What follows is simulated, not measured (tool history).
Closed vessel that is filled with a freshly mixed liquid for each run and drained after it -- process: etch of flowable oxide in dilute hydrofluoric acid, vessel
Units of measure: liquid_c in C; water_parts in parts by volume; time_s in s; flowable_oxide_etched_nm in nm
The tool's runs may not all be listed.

run	hour	liquid_c	water_parts	time_s	flowable_oxide_etched_nm
1	0	23	235	30	7.9247
2	5.1	23.5	225	30	8.5619
3	9.3	24	220	30	8.8026
4	12.2	24.5	210	30	9.5052
5	14.7	25	205	30	10.127
6	20.9	25.5	200	30	10.682
7	21.4	26	200	30	10.645
8	24.7	26.5	195	30	11.351

What does the tool deliver on the next run?
9	29.8	27	195	30	?

flowable_oxide_etched_nm: 11.399 nm
